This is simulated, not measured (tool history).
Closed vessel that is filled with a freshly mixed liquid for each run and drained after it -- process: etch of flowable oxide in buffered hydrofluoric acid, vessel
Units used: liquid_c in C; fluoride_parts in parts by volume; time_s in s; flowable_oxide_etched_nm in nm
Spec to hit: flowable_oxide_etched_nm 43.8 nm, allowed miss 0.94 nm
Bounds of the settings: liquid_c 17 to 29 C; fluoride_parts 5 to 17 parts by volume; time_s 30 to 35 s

Run 1, hour 0: liquid_c 21 C, fluoride_parts 10.5 parts by volume, time_s 35 s. Result: flowable_oxide_etched_nm 77.099 nm.
Run 2, hour 5: liquid_c 20 C, fluoride_parts 11.5 parts by volume, time_s 35 s. Result: flowable_oxide_etched_nm 66.63 nm.
Run 3, hour 11.9: liquid_c 20 C, fluoride_parts 11.5 parts by volume, time_s 35 s. Result: flowable_oxide_etched_nm 66.673 nm.
Run 4, hour 13.6: liquid_c 20 C, fluoride_parts 11.5 parts by volume, time_s 30 s. Result: flowable_oxide_etched_nm 57.266 nm.
Run 5, hour 21: liquid_c 20 C, fluoride_parts 11.5 parts by volume, time_s 30 s. Result: flowable_oxide_etched_nm 56.727 nm.
Run 6, hour 27.7: liquid_c 19 C, fluoride_parts 11.5 parts by volume, time_s 30 s. Result: flowable_oxide_etched_nm 53.955 nm.
Run 7, hour 34.6: liquid_c 18.5 C, fluoride_parts 11.5 parts by volume, time_s 30 s. Result: flowable_oxide_etched_nm 52.664 nm.
Run 8, hour 42.1: liquid_c 18 C, fluoride_parts 12 parts by volume, time_s 30 s. Result: flowable_oxide_etched_nm 48.939 nm.
Run 9, hour 50.4: liquid_c 17.5 C, fluoride_parts 12 parts by volume, time_s 30 s. Result: flowable_oxide_etched_nm 48.129 nm.
Run 10, hour 55.3: liquid_c 17.5 C, fluoride_parts 12 parts by volume, time_s 30 s. Result: flowable_oxide_etched_nm 47.176 nm.

Exactly one of the 4 candidate moves below puts every result within its allowed miss. Which one?
Run A, hour 60.2: liquid_c 18 C, fluoride_parts 13.5 parts by volume, time_s 30 s. Result: flowable_oxide_etched_nm ?.
Run B, hour 60.2: liquid_c 17 C, fluoride_parts 10.5 parts by volume, time_s 30 s. Result: flowable_oxide_etched_nm ?.
Run C, hour 60.2: liquid_c 17 C, fluoride_parts 11.5 parts by volume, time_s 30 s. Result: flowable_oxide_etched_nm ?.
Run D, hour 60.2: liquid_c 17 C, fluoride_parts 13 parts by volume, time_s 35 s. Result: flowable_oxide_etched_nm ?.

move  flowable_oxide_etched_nm
   A                     43.19
   B                    52.202
   C                    47.753
   D                    49.397
A: every result lands within tolerance
B: moves away from the targets compared with the last run
C: moves away from the targets compared with the last run
D: moves away from the targets compared with the last run
Go with A: it meets all targets.
